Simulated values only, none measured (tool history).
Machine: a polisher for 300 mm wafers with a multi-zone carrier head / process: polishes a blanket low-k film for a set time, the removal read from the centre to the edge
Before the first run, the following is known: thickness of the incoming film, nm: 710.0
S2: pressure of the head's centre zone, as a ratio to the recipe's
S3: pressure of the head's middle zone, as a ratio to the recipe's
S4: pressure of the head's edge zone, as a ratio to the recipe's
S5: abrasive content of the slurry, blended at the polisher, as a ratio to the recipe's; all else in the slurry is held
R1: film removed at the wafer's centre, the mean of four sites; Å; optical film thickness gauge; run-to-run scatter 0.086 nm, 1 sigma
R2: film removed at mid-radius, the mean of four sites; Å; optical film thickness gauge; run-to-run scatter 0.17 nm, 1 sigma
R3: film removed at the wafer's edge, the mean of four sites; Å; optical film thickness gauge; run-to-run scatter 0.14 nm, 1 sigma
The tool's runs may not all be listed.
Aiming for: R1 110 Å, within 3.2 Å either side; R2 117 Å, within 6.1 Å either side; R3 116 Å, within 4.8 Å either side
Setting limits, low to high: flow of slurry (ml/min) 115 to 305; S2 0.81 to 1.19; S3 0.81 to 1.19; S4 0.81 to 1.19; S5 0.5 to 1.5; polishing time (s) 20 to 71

{"run": 1, "hour": 0.0, "flow of slurry (ml/min)": 195, "S2": 1, "S3": 1, "S4": 1, "S5": 1, "polishing time (s)": 45, "R1": 184.21, "R2": 176.24, "R3": 179.77}
{"run": 2, "hour": 6.2, "flow of slurry (ml/min)": 190, "S2": 0.96, "S3": 0.99, "S4": 0.97, "S5": 0.85, "polishing time (s)": 43, "R1": 155.78, "R2": 157.45, "R3": 160.29}
{"run": 3, "hour": 8.5, "flow of slurry (ml/min)": 190, "S2": 0.95, "S3": 0.99, "S4": 0.94, "S5": 0.75, "polishing time (s)": 41, "R1": 138.38, "R2": 138.75, "R3": 137.64}
{"run": 4, "hour": 17.2, "flow of slurry (ml/min)": 185, "S2": 0.92, "S3": 0.97, "S4": 0.91, "S5": 0.7, "polishing time (s)": 41, "R1": 127.56, "R2": 134.95, "R3": 132.15}
{"run": 5, "hour": 20.9, "flow of slurry (ml/min)": 185, "S2": 0.92, "S3": 1.05, "S4": 0.91, "S5": 0.7, "polishing time (s)": 41, "R1": 127.49, "R2": 146.45, "R3": 130.03}
{"run": 6, "hour": 21.7, "flow of slurry (ml/min)": 175, "S2": 0.91, "S3": 1.01, "S4": 0.89, "S5": 0.65, "polishing time (s)": 41, "R1": 120.09, "R2": 131.71, "R3": 125.45}
{"run": 7, "hour": 28.6, "flow of slurry (ml/min)": 165, "S2": 0.91, "S3": 1, "S4": 0.87, "S5": 0.65, "polishing time (s)": 41, "R1": 120.18, "R2": 129.59, "R3": 119.79}
{"run": 8, "hour": 29.5, "flow of slurry (ml/min)": 155, "S2": 0.9, "S3": 0.98, "S4": 0.87, "S5": 0.65, "polishing time (s)": 41, "R1": 114.86, "R2": 128.25, "R3": 123.26}

Exactly one of the 5 candidate moves below puts every result within its allowed miss. Which one?
{"run": "A", "hour": 30.4, "flow of slurry (ml/min)": 180, "S2": 0.89, "S3": 0.96, "S4": 0.88, "S5": 0.55, "polishing time (s)": 42, "R1": "?", "R2": "?", "R3": "?"}
{"run": "B", "hour": 30.4, "flow of slurry (ml/min)": 120, "S2": 0.86, "S3": 1.15, "S4": 0.96, "S5": 0.9, "polishing time (s)": 39, "R1": "?", "R2": "?", "R3": "?"}
{"run": "C", "hour": 30.4, "flow of slurry (ml/min)": 255, "S2": 1, "S3": 0.94, "S4": 0.83, "S5": 0.5, "polishing time (s)": 43, "R1": "?", "R2": "?", "R3": "?"}
{"run": "D", "hour": 30.4, "flow of slurry (ml/min)": 145, "S2": 0.83, "S3": 0.87, "S4": 0.95, "S5": 0.6, "polishing time (s)": 46, "R1": "?", "R2": "?", "R3": "?"}
{"run": "E", "hour": 30.4, "flow of slurry (ml/min)": 150, "S2": 0.86, "S3": 1.15, "S4": 0.81, "S5": 0.6, "polishing time (s)": 45, "R1": "?", "R2": "?", "R3": "?"}

move=A R1=109.4 R2=116.11 R3=115.25
move=B R1=114.42 R2=148.23 R3=134.52
move=C R1=126.13 R2=116.19 R3=112.99
move=D R1=111.6 R2=117.85 R3=133.25
move=E R1=114.36 R2=147.02 R3=121.47
A: each result inside its tolerance
B: the biggest miss grows against the last run
C: brings the last run's worst result on target, with another outside its allowed miss
D: brings the last run's worst result on target, with another outside its allowed miss
E: the biggest miss grows against the last run
The right move is A.

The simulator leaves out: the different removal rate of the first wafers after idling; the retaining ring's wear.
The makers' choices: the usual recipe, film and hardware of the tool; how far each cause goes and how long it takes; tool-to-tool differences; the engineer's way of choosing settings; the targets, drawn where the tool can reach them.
